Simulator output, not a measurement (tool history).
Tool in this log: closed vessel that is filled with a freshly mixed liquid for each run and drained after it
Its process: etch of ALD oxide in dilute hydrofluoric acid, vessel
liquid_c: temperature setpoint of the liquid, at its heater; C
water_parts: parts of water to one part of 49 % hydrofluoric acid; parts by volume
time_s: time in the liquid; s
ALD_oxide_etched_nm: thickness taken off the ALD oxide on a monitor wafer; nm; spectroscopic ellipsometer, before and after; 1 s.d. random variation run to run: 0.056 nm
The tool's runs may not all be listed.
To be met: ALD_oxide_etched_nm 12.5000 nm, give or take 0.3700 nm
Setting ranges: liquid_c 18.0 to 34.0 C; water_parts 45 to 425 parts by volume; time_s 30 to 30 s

run,day,liquid_c,water_parts,time_s,ALD_oxide_etched_nm
1,0.000,26.0,235,30,3.2042
2,0.292,26.0,235,30,3.1977
3,0.500,26.0,235,30,3.2226
4,0.546,28.0,185,30,4.6204
5,0.758,29.5,185,30,4.9513
6,0.971,30.5,150,30,6.5334
7,1.012,31.5,130,30,8.0105
8,1.150,32.0,115,30,9.4638
9,1.246,32.5,110,30,10.1160

Exactly one of the 5 candidate moves below puts every result within its allowed miss. Which one?
A,1.342,33.0,100,30,?
B,1.342,33.0,145,30,?
C,1.342,33.5,90,30,?
D,1.342,34.0,90,30,?
E,1.342,33.5,95,30,?

move,ALD_oxide_etched_nm
A,11.5020
B,7.4276
C,13.2170
D,13.4610
E,12.4240
A: an improvement on the last run, though not all results are within tolerance
B: lands further from the targets than the last run did
C: pushes the last run's worst result past its target
D: pushes the last run's worst result past its target
E: in spec on every target
Move E is the one to make.
